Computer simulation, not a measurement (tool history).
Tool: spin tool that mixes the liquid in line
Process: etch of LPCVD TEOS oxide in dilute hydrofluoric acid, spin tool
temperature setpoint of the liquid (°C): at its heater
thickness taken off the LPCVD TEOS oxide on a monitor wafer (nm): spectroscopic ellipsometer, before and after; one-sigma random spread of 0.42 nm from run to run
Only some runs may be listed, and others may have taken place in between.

run  hour  temperature setpoint of the liquid (°C)  parts of water to one part of 49 % hydrofluoric acid (parts by volume)  time under the liquid (s)  thickness taken off the LPCVD TEOS oxide on a monitor wafer (nm)
  1   0.0                                     25.0                                                                     150                         45                                                            10.665
  2   6.7                                     25.0                                                                     120                         45                                                            13.973
  3  15.4                                     27.0                                                                      95                         45                                                            19.789
  4  24.0                                     27.0                                                                     120                         45                                                            15.062
  5  30.5                                     28.5                                                                      95                         45                                                            20.421
  6  32.3                                     28.5                                                                      95                         45                                                            20.795
  7  33.3                                     28.5                                                                      95                         45                                                            21.007

The next listed run, before its measurement:
  8  34.9                                     28.5                                                                      95                         45                                                                 ?

{"run 8": {"thickness taken off the LPCVD TEOS oxide on a monitor wafer (nm)": 20.737}}
